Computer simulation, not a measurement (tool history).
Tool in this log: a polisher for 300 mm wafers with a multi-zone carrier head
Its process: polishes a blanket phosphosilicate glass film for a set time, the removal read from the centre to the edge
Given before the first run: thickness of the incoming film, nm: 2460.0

run,hour,flow of slurry (ml/min),pressure of the head's centre zone,pressure of the head's middle zone,pressure of the head's edge zone,abrasive content of the slurry,polishing time (s),film removed at the wafer's centre (nm),film removed at mid-radius (nm),film removed at the wafer's edge (nm)
1,0.0,170,1.00,1.00,1.00,1.00,56,699.39,709.52,720.48
2,4.4,175,1.01,0.99,1.02,1.05,56,711.06,709.86,745.92
3,9.1,175,1.01,0.99,1.02,0.95,56,691.69,694.95,719.95
4,14.5,175,1.05,0.99,1.02,0.95,56,702.78,707.70,731.06
5,21.1,175,1.05,0.99,1.02,0.95,45,569.00,567.63,573.57
6,23.5,175,1.09,0.99,1.02,0.95,45,581.04,553.91,569.18
7,28.4,180,1.10,0.99,1.04,1.05,46,629.38,594.57,606.70
8,29.3,180,1.10,0.99,1.04,1.05,46,623.53,587.04,603.18

The next listed run, before its measurement:
9,36.8,180,1.10,0.98,1.06,1.10,48,?,?,?

Logged for run 9: film removed at the wafer's centre (nm) 666.34, film removed at mid-radius (nm) 628.06, film removed at the wafer's edge (nm) 669.85.
